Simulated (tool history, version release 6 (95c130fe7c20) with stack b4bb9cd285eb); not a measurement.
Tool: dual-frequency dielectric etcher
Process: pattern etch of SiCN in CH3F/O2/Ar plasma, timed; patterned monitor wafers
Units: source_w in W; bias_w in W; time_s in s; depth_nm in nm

run    day  source_w  bias_w  time_s  depth_nm
  1  0.000       490      94      95    44.114
  2  0.121       430      94      95    41.212
  3  0.454       380      94      95    38.833
  4  0.642       380      94      99    40.706
  5  0.817       440      96      99    43.498
  6  0.946       370      96      99    40.514

Forecast run 7:
  7  1.083       440      99      99         ?

depth_nm: 44.688 nm

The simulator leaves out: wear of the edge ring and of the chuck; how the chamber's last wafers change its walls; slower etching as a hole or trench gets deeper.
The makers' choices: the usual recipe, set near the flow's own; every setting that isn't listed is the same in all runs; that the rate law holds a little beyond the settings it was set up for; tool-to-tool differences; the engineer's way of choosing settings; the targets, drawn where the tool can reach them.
